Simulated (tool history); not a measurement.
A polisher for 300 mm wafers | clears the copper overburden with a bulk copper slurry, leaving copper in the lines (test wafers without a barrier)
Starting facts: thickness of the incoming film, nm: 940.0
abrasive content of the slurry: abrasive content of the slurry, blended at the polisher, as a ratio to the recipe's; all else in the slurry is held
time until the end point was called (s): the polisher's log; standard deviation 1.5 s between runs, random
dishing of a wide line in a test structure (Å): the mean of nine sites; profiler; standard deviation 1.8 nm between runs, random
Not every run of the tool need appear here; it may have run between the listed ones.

run  hour  flow of slurry (ml/min)  pressure of the wafer on the pad (kPa)  speed of the pad under the wafer (cm/s)  abrasive content of the slurry  overpolish time after the end point (s)  time until the end point was called (s)  dishing of a wide line in a test structure (Å)
  1     0                      185                                    21.4                                      132                               1                                       16                                   62.341                                          1068.1
  2   5.6                      185                                      20                                      130                               1                                       18                                     69.1                                          1059.4
  3   6.7                      185                                      20                                      130                            1.15                                       18                                   66.198                                          1092.6
  4  14.9                      185                                    16.5                                      130                            1.15                                       18                                   76.216                                          971.62
  5  20.8                      185                                    16.5                                      146                            1.15                                       18                                   68.842                                          1038.4
  6  25.1                      185                                    16.5                                      146                            1.25                                       18                                   69.311                                          1053.6
  7  26.4                      185                                    15.2                                      144                            1.25                                       20                                   74.823                                          988.04
  8  35.3                      185                                    15.2                                      142                            1.25                                       24                                   77.901                                          1080.8
  9  36.1                      185                                    15.2                                      142                            1.25                                       24                                   78.306                                          1111.9

Run 10 comes next. What will it give?
 10  38.3                      185                                    14.5                                      142                            1.25                                       24                                        ?                                               ?

{"run 10": {"time until the end point was called (s)": 79.321, "dishing of a wide line in a test structure (Å)": 1083}}
